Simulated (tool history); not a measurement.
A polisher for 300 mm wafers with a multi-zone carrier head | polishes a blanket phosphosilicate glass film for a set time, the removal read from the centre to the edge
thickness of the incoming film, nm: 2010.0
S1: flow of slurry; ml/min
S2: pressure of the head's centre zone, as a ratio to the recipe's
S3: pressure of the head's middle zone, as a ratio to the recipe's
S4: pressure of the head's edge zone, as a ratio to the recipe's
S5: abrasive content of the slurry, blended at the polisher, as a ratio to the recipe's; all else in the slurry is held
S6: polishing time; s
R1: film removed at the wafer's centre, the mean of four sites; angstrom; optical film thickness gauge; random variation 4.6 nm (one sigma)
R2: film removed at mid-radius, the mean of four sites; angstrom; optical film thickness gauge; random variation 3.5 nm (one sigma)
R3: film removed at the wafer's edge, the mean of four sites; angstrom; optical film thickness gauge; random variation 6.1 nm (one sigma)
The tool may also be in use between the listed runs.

run	hour	S1	S2	S3	S4	S5	S6	R1	R2	R3
1	0	205	1	1	1	1	81	6796	6753.1	7075.6
2	7.4	200	0.97	0.98	0.95	0.85	79	5998.2	5931.2	6098
3	9.5	185	0.92	0.96	0.91	0.8	79	5304.7	5628.1	5828.3
4	17.5	185	0.92	0.96	0.91	0.8	62	4214.1	4396	4524.6
5	21.5	185	0.92	0.91	0.91	0.8	62	4116.2	4216.6	4527.8
6	28.6	185	0.92	0.86	0.91	0.8	62	4287.5	4019.2	4644.2

Run 7 comes next. What will it give?
7	31.5	210	0.92	0.9	0.92	0.8	62	?	?	?

Run 7 gave R1 4400.6 angstrom, R2 4243 angstrom, R3 4647.4 angstrom.
